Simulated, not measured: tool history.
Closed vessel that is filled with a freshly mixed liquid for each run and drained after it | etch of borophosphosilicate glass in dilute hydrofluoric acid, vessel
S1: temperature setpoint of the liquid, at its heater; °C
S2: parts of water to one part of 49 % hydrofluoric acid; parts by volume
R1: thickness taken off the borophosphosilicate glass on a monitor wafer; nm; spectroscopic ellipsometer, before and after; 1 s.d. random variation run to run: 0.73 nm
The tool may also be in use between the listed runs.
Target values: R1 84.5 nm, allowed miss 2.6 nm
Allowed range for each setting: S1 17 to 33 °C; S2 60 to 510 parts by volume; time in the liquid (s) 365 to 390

{"run": 1, "day": 0.0, "S1": 25, "S2": 285, "time in the liquid (s)": 365, "R1": 53.904}
{"run": 2, "day": 0.279, "S1": 26, "S2": 280, "time in the liquid (s)": 365, "R1": 58.526}
{"run": 3, "day": 0.638, "S1": 26.5, "S2": 280, "time in the liquid (s)": 365, "R1": 58.494}
{"run": 4, "day": 0.875, "S1": 28.5, "S2": 280, "time in the liquid (s)": 365, "R1": 63.066}
{"day": 0.975, "done": "hydrofluoric acid flow meter replaced"}
{"run": 5, "day": 0.975, "S1": 26, "S2": 280, "time in the liquid (s)": 365, "R1": 50.92}
{"run": 6, "day": 1.271, "S1": 26, "S2": 280, "time in the liquid (s)": 390, "R1": 54.565}
{"run": 7, "day": 1.517, "S1": 26.5, "S2": 275, "time in the liquid (s)": 390, "R1": 57.513}
{"run": 8, "day": 1.633, "S1": 27, "S2": 270, "time in the liquid (s)": 390, "R1": 59.624}

Below are 4 possible settings for the next run. Only one of them brings all results inside the allowed miss of their targets. Which is it?
{"run": "A", "day": 1.75, "S1": 29, "S2": 215, "time in the liquid (s)": 390, "R1": "?"}
{"run": "B", "day": 1.75, "S1": 27.5, "S2": 195, "time in the liquid (s)": 390, "R1": "?"}
{"run": "C", "day": 1.75, "S1": 29, "S2": 220, "time in the liquid (s)": 370, "R1": "?"}
{"run": "D", "day": 1.75, "S1": 25, "S2": 180, "time in the liquid (s)": 390, "R1": "?"}

move=A R1=83.872
move=B R1=89.814
move=C R1=77.307
move=D R1=90.386
A: in spec on every target
B: pushes the last run's worst result past its target
C: closer than the last run, but not yet in spec
D: pushes the last run's worst result past its target
Correct choice: A, which meets every target

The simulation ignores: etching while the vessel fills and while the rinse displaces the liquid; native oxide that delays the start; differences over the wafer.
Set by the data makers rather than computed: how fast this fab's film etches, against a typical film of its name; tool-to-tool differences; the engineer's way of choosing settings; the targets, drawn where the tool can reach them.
